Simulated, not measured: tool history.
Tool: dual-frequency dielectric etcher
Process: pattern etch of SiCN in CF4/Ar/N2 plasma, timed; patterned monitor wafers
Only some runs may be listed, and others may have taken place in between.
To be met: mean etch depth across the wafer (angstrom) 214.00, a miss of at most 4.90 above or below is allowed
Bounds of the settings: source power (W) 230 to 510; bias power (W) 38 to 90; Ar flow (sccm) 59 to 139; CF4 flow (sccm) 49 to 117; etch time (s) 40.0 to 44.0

run,hour,source power (W),bias power (W),Ar flow (sccm),CF4 flow (sccm),etch time (s),mean etch depth across the wafer (angstrom)
1,0.0,370,64,99,83,44.0,305.58
2,5.1,370,64,99,83,40.0,280.36
3,7.0,350,64,99,83,40.0,263.27
4,9.7,340,64,99,83,40.0,257.33
5,16.4,340,64,106,83,40.0,253.48
6,21.6,340,64,92,83,40.0,259.92
7,29.5,340,64,92,83,40.0,256.00
8,34.2,330,64,92,83,40.0,247.62
9,42.3,320,64,92,83,40.0,241.56
10,44.2,310,64,92,83,40.0,234.34

Consider the 5 candidate settings below. Which is the only one whose results all fall within their allowed miss of target?
A,46.1,310,71,92,82,44.0,?
B,46.1,280,72,85,81,42.5,?
C,46.1,280,63,84,51,44.0,?
D,46.1,320,70,96,91,40.5,?
E,46.1,350,50,100,95,41.5,?

move,mean etch depth across the wafer (angstrom)
A,268.83
B,235.15
C,214.35
D,256.98
E,252.68
A: the biggest miss grows against the last run
B: as far off as the last run
C: in spec on every target
D: the biggest miss grows against the last run
E: the biggest miss grows against the last run
Go with C: it meets all targets.

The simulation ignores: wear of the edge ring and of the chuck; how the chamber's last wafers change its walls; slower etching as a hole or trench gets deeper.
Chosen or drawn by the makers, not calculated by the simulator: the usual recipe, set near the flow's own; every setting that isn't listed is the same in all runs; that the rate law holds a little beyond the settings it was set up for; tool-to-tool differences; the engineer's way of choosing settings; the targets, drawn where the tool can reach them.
